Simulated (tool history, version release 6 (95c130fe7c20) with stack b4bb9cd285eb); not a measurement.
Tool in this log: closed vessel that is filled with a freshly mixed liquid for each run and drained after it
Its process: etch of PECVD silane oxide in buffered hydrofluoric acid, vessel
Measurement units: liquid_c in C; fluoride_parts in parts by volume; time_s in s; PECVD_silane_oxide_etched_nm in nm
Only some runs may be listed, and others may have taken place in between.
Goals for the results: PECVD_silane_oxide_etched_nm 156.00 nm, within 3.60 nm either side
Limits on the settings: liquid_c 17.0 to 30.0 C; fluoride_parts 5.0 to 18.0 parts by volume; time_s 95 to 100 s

run,hour,liquid_c,fluoride_parts,time_s,PECVD_silane_oxide_etched_nm
1,0.0,22.0,11.0,95,182.20
2,4.1,25.5,11.0,95,220.42
3,6.7,23.5,11.0,95,197.52
4,11.5,27.0,11.0,95,237.45
5,13.5,24.5,11.0,95,208.96
6,21.6,24.5,11.0,95,209.37
7,28.0,23.0,11.0,95,193.17
8,33.6,23.0,11.0,95,191.73
9,41.2,22.0,11.0,95,182.52
10,46.0,21.0,11.0,95,171.64
11,47.6,20.5,11.0,95,165.91

Which one of the following 4 next-run settings gets every result inside its allowed miss? There is exactly one.
A,49.2,21.0,11.5,95,?
B,49.2,17.5,10.5,95,?
C,49.2,19.0,11.5,100,?
D,49.2,24.5,16.0,95,?

move,PECVD_silane_oxide_etched_nm
A,164.83
B,147.92
C,155.12
D,144.57
A: nearer the targets than the last run, but a result is still out of spec
B: the result that was furthest off in the last run now lies on the other side of its target
C: in spec on every target
D: the result that was furthest off in the last run now lies on the other side of its target
Go with C: it meets all targets.
